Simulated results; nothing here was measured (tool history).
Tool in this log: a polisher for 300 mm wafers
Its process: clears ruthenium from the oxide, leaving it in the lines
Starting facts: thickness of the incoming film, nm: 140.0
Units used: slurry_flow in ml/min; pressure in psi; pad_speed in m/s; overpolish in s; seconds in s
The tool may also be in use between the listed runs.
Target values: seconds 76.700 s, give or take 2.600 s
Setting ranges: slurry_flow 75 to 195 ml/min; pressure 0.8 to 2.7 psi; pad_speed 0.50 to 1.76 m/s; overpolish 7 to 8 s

Run 1, hour 0.0: slurry_flow 125 ml/min, pressure 1.7 psi, pad_speed 1.12 m/s, overpolish 8 s. Result: seconds 118.580 s.
Run 2, hour 3.2: slurry_flow 135 ml/min, pressure 1.9 psi, pad_speed 1.12 m/s, overpolish 8 s. Result: seconds 105.550 s.
Run 3, hour 10.8: slurry_flow 135 ml/min, pressure 1.9 psi, pad_speed 0.94 m/s, overpolish 8 s. Result: seconds 125.940 s.
Run 4, hour 14.1: slurry_flow 140 ml/min, pressure 2.1 psi, pad_speed 0.96 m/s, overpolish 8 s. Result: seconds 109.310 s.
Run 5, hour 16.1: slurry_flow 145 ml/min, pressure 2.3 psi, pad_speed 0.96 m/s, overpolish 8 s. Result: seconds 99.350 s.
Run 6, hour 19.8: slurry_flow 150 ml/min, pressure 2.4 psi, pad_speed 0.98 m/s, overpolish 8 s. Result: seconds 92.656 s.
Run 7, hour 20.8: slurry_flow 150 ml/min, pressure 2.5 psi, pad_speed 1.00 m/s, overpolish 8 s. Result: seconds 88.542 s.
Run 8, hour 25.6: slurry_flow 155 ml/min, pressure 2.6 psi, pad_speed 1.02 m/s, overpolish 8 s. Result: seconds 82.208 s.

Pick the move, out of 5, that brings all results within their allowed miss; only one does.
Run A, hour 30.4: slurry_flow 140 ml/min, pressure 2.4 psi, pad_speed 1.12 m/s, overpolish 7 s. Result: seconds ?.
Run B, hour 30.4: slurry_flow 190 ml/min, pressure 2.4 psi, pad_speed 0.96 m/s, overpolish 8 s. Result: seconds ?.
Run C, hour 30.4: slurry_flow 155 ml/min, pressure 2.6 psi, pad_speed 0.98 m/s, overpolish 7 s. Result: seconds ?.
Run D, hour 30.4: slurry_flow 155 ml/min, pressure 2.7 psi, pad_speed 0.98 m/s, overpolish 8 s. Result: seconds ?.
Run E, hour 30.4: slurry_flow 150 ml/min, pressure 2.3 psi, pad_speed 1.26 m/s, overpolish 7 s. Result: seconds ?.

move  seconds
   A   82.936
   B   91.462
   C   85.621
   D   82.510
   E   76.107
A: misses by more than the last run did
B: misses by more than the last run did
C: misses by more than the last run did
D: misses by more than the last run did
E: all results in spec
The move that meets every target is E.

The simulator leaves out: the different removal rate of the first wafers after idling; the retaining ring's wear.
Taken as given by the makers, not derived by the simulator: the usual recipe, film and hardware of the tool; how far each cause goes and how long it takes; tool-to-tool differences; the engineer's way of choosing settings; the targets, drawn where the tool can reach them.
